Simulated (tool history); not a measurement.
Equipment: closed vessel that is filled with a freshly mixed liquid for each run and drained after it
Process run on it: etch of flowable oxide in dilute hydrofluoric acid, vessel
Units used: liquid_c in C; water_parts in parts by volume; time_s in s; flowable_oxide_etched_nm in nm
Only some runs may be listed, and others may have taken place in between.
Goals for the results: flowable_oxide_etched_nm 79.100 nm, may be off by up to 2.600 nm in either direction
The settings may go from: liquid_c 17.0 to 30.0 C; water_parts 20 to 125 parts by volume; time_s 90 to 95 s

run 1 hour=0.0 | liquid_c=22.0 water_parts=70 time_s=90 | flowable_oxide_etched_nm=45.035
run 2 hour=3.7 | liquid_c=23.5 water_parts=65 time_s=90 | flowable_oxide_etched_nm=52.068
run 3 hour=11.3 | liquid_c=25.0 water_parts=65 time_s=90 | flowable_oxide_etched_nm=55.430
run 4 hour=13.5 | liquid_c=25.0 water_parts=65 time_s=95 | flowable_oxide_etched_nm=58.229
run 5 hour=15.9 | liquid_c=25.0 water_parts=75 time_s=95 | flowable_oxide_etched_nm=50.118
run 6 hour=19.5 | liquid_c=25.0 water_parts=65 time_s=95 | flowable_oxide_etched_nm=59.109
run 7 hour=21.7 | liquid_c=26.0 water_parts=65 time_s=95 | flowable_oxide_etched_nm=60.587
run 8 hour=29.1 | liquid_c=30.0 water_parts=55 time_s=95 | flowable_oxide_etched_nm=86.261

5 next moves are on the table. One of them brings every result within its allowed miss. Which?
run A hour=36.5 | liquid_c=30.0 water_parts=65 time_s=95 | flowable_oxide_etched_nm=?
run B hour=36.5 | liquid_c=30.0 water_parts=50 time_s=95 | flowable_oxide_etched_nm=?
run C hour=36.5 | liquid_c=30.0 water_parts=60 time_s=90 | flowable_oxide_etched_nm=?
run D hour=36.5 | liquid_c=29.5 water_parts=55 time_s=90 | flowable_oxide_etched_nm=?
run E hour=36.5 | liquid_c=29.5 water_parts=50 time_s=95 | flowable_oxide_etched_nm=?

move=A flowable_oxide_etched_nm=71.544
move=B flowable_oxide_etched_nm=95.150
move=C flowable_oxide_etched_nm=73.982
move=D flowable_oxide_etched_nm=79.747
move=E flowable_oxide_etched_nm=93.298
A: the result that was furthest off in the last run now lies on the other side of its target
B: further off than the last run
C: the result that was furthest off in the last run now lies on the other side of its target
D: every result lands within tolerance
E: further off than the last run
Answer: D
